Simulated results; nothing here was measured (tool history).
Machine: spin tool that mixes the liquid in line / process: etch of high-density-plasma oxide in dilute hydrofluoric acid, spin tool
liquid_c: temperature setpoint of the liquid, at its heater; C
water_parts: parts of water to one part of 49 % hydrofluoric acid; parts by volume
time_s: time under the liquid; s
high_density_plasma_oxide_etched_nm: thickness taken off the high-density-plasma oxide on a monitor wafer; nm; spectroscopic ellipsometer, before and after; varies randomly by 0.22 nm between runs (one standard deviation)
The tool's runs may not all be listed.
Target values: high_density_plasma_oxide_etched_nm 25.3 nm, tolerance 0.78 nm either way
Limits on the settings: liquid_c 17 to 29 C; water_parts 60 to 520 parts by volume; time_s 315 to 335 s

run	hour	liquid_c	water_parts	time_s	high_density_plasma_oxide_etched_nm
1	0	21	290	315	8.7751
2	6	21	365	315	6.4217
3	7.4	23	295	315	9.44
4	14.4	24.5	250	315	11.835
5	23.4	25.5	210	315	15.419
6	26.9	26.5	190	315	18.502
7	29.5	27	180	315	19.395
8	32.5	27.5	170	315	21.382
9	36.2	28	165	315	22.72
10	43.4	29	145	315	27.512
11	51.4	28.5	145	315	27.117
12	59.3	28	145	315	26.693

Exactly one of the 5 candidate moves below puts every result within its allowed miss. Which one?
A	67.2	26.5	130	325	?
B	67.2	26.5	145	320	?
C	67.2	29	150	335	?
D	67.2	29	170	330	?
E	67.2	27	140	325	?

move	high_density_plasma_oxide_etched_nm
A	29.502
B	25.566
C	28.193
D	23.894
E	27.57
A: the biggest miss grows against the last run
B: all results in spec
C: the biggest miss grows against the last run
D: the result that was furthest off in the last run now lies on the other side of its target
E: the biggest miss grows against the last run
The move that meets every target is B.
